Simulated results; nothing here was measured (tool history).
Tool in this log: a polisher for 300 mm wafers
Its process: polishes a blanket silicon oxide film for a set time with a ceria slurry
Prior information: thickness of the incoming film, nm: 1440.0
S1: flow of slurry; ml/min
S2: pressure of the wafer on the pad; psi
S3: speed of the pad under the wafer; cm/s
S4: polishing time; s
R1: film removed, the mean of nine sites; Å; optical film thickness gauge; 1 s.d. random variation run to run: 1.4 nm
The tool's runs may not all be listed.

run  hour   S1   S2   S3  S4      R1
  1     0  150  3.8  124  78  4602.4
  2   2.4  150  4.5  124  78  5412.9
  3   7.2  140  3.7  114  78  4212.7
  4     9  140  3.2  102  78  3328.3
  5  16.7  140  3.6  102  78  3714.5
  6  18.7  140  3.6  102  78    3768
     26.4  -- slurry nozzle cleaned
  7  26.4  140  3.1   96  78  3322.9
  8  35.4  110  2.1   62  78  1664.9
  9  41.4  125  2.1   62  78  1685.9
 10  44.1  140  2.2   62  78  1785.6

Run 11 is up next; what results do you expect?
 11  50.1  150  2.2  62  78   ?

R1: 1843.5 Å
